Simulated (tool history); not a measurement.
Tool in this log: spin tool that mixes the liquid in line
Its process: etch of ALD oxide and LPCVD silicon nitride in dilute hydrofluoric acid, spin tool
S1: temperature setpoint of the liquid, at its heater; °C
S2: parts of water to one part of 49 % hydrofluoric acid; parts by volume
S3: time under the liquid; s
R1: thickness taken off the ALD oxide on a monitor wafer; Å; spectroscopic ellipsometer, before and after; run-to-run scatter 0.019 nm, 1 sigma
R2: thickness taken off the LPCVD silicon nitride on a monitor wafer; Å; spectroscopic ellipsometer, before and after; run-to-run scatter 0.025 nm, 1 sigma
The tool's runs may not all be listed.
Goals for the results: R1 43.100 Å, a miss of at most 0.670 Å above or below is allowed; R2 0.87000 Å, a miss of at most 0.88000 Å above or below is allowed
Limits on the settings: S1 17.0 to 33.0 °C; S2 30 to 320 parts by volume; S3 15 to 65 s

run	hour	S1	S2	S3	R1	R2
1	0.0	25.0	175	35	49.391	1.43320
2	3.8	25.0	205	35	40.915	0.63659
3	5.2	28.0	205	35	45.514	0.30393
4	9.4	28.0	235	35	38.355	0.67117
5	11.2	28.0	190	35	50.132	0.58663
6	15.8	27.5	190	35	49.644	1.59370
7	22.3	27.0	190	35	47.903	1.01330
8	26.2	26.5	190	35	47.322	1.35810
9	33.6	26.0	190	35	47.028	0.78950
10	35.3	25.5	190	35	46.158	0.67696

Pick the move, out of 4, that brings all results within their allowed miss; only one does.
A	37.0	25.5	195	35	?	?
B	37.0	21.5	155	30	?	?
C	37.0	26.0	110	20	?	?
D	37.0	23.0	200	40	?	?

move	R1	R2
A	44.281	0.90807
B	42.891	0.75542
C	50.564	0.94745
D	44.748	0.86424
A: closer than the last run, but not yet in spec
B: meets every target
C: further off than the last run
D: closer than the last run, but not yet in spec
Correct choice: B, which meets every target

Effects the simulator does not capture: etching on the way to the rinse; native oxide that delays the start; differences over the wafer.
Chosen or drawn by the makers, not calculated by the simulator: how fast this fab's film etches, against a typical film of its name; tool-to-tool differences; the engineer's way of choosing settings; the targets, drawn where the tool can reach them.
